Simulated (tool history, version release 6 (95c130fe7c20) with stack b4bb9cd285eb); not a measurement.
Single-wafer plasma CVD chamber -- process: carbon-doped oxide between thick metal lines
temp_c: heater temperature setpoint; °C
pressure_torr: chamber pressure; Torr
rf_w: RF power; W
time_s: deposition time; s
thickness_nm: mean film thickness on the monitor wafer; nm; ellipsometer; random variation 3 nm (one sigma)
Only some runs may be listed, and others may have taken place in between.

Run 1, day 0: temp_c 330 °C, pressure_torr 6.17 Torr, rf_w 450 W, time_s 145 s. Result: thickness_nm 667.24 nm.
Run 2, day 0.092: temp_c 325 °C, pressure_torr 6.17 Torr, rf_w 450 W, time_s 145 s. Result: thickness_nm 674.35 nm.
Run 3, day 0.217: temp_c 335 °C, pressure_torr 6.17 Torr, rf_w 450 W, time_s 145 s. Result: thickness_nm 651.75 nm.
Run 4, day 0.262: temp_c 335 °C, pressure_torr 6.17 Torr, rf_w 395 W, time_s 145 s. Result: thickness_nm 583.43 nm.
Run 5, day 0.575: temp_c 325 °C, pressure_torr 6.17 Torr, rf_w 395 W, time_s 145 s. Result: thickness_nm 616.13 nm.
Run 6, day 0.871: temp_c 325 °C, pressure_torr 6.17 Torr, rf_w 395 W, time_s 145 s. Result: thickness_nm 613.52 nm.
Run 7, day 1.162: temp_c 327 °C, pressure_torr 6.06 Torr, rf_w 390 W, time_s 145 s. Result: thickness_nm 603.55 nm.
Run 8, day 1.246: temp_c 329 °C, pressure_torr 6.01 Torr, rf_w 385 W, time_s 145 s. Result: thickness_nm 590.2 nm.

For run 9, what comes out?
Run 9, day 1.325: temp_c 330 °C, pressure_torr 5.96 Torr, rf_w 385 W, time_s 145 s. Result: thickness_nm ?.

thickness_nm: 590.4 nm
